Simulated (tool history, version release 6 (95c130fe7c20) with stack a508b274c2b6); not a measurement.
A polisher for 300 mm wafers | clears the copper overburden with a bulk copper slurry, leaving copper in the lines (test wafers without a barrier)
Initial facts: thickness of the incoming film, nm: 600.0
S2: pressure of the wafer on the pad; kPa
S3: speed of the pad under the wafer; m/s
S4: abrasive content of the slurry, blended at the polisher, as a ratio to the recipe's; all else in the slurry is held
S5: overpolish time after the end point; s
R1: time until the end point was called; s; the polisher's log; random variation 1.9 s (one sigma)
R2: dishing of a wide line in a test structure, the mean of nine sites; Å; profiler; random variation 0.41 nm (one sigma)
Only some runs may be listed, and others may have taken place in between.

run 1 hour=0 | flow_of_slurry_(ml/min)=160 S2=16.5 S3=1.04 S4=1 S5=15 | R1=63.684 R2=736.5
run 2 hour=5.1 | flow_of_slurry_(ml/min)=160 S2=15.2 S3=1.04 S4=1 S5=13 | R1=70.415 R2=592.43
run 3 hour=12.6 | flow_of_slurry_(ml/min)=160 S2=15.2 S3=1.04 S4=1.15 S5=13 | R1=67.167 R2=604.2
run 4 hour=14.9 | flow_of_slurry_(ml/min)=160 S2=15.2 S3=1.04 S4=1.15 S5=10 | R1=67.769 R2=493.67
run 5 hour=15.9 | flow_of_slurry_(ml/min)=160 S2=15.2 S3=1.04 S4=1.15 S5=8 | R1=65.599 R2=414.57
run 6 hour=16.6 | flow_of_slurry_(ml/min)=160 S2=17.2 S3=1.04 S4=1.15 S5=8 | R1=60.545 R2=464.5
run 7 hour=17.3 | flow_of_slurry_(ml/min)=160 S2=17.2 S3=1.04 S4=1.15 S5=8 | R1=61.532 R2=452.59
run 8 hour=20 | flow_of_slurry_(ml/min)=160 S2=15.9 S3=1.02 S4=1.15 S5=8 | R1=68.544 R2=419.7
run 9 hour=26.2 | flow_of_slurry_(ml/min)=160 S2=11.7 S3=1 S4=1.15 S5=4 | R1=91.491 R2=166.53
run 10 hour=34.9 | flow_of_slurry_(ml/min)=160 S2=11.7 S3=0.96 S4=1.2 S5=5 | R1=96.164 R2=203.69
run 11 hour=42 | flow_of_slurry_(ml/min)=160 S2=11.7 S3=0.94 S4=1.25 S5=5 | R1=94.13 R2=194.52
run 12 hour=46.8 | flow_of_slurry_(ml/min)=160 S2=11.7 S3=0.92 S4=1.25 S5=6 | R1=98.535 R2=233.72
run 13 hour=48.4 | flow_of_slurry_(ml/min)=160 S2=11.7 S3=0.88 S4=1.3 S5=6 | R1=102.36 R2=218.3
run 14 hour=54.1 | flow_of_slurry_(ml/min)=160 S2=12.4 S3=0.84 S4=1.35 S5=6 | R1=102.36 R2=226.24
run 15 hour=56.6 | flow_of_slurry_(ml/min)=165 S2=12.4 S3=0.82 S4=1.4 S5=8 | R1=102 R2=287.72
run 16 hour=61.4 | flow_of_slurry_(ml/min)=160 S2=12.4 S3=0.84 S4=1.35 S5=8 | R1=100.61 R2=297.14

Run 17 comes next. What will it give?
run 17 hour=63.2 | flow_of_slurry_(ml/min)=165 S2=11.7 S3=0.86 S4=1.3 S5=8 | R1=? R2=?

{"run 17": {"R1": 99.037, "R2": 281.71}}
